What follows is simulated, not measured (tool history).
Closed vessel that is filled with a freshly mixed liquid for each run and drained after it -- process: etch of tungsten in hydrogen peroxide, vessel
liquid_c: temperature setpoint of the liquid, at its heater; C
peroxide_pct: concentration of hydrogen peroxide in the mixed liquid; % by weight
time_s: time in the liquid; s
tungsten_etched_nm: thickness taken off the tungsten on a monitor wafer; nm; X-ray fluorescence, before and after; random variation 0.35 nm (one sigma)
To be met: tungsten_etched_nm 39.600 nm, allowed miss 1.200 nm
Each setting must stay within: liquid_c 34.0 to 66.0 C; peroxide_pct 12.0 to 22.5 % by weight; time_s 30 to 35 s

| run | day | liquid_c | peroxide_pct | time_s | tungsten_etched_nm |
|---|---|---|---|---|---|
| 1 | 0.000 | 50.0 | 15.5 | 35 | 64.248 |
| 2 | 0.071 | 48.5 | 15.5 | 35 | 58.674 |
| 3 | 0.262 | 47.0 | 15.5 | 35 | 52.680 |
| 4 | 0.625 | 46.0 | 15.5 | 35 | 49.932 |
| 5 | 0.771 | 46.0 | 14.0 | 35 | 48.130 |
| 6 | 0.971 | 45.5 | 14.0 | 35 | 46.124 |
| 7 | 1.042 | 45.0 | 14.0 | 35 | 44.218 |
| 8 | 1.254 | 44.5 | 14.0 | 35 | 42.583 |
| 9 | 1.346 | 44.0 | 14.0 | 35 | 41.317 |

Which one of the following 4 next-run settings gets every result inside its allowed miss? There is exactly one.
| A | 1.438 | 43.5 | 15.5 | 35 | ? |
| B | 1.438 | 45.0 | 14.0 | 35 | ? |
| C | 1.438 | 44.5 | 15.5 | 35 | ? |
| D | 1.438 | 41.5 | 17.0 | 35 | ? |

| move | tungsten_etched_nm |
|---|---|
| A | 42.369 |
| B | 44.281 |
| C | 45.145 |
| D | 39.036 |
A: further off than the last run
B: further off than the last run
C: further off than the last run
D: meets every target
Answer: D
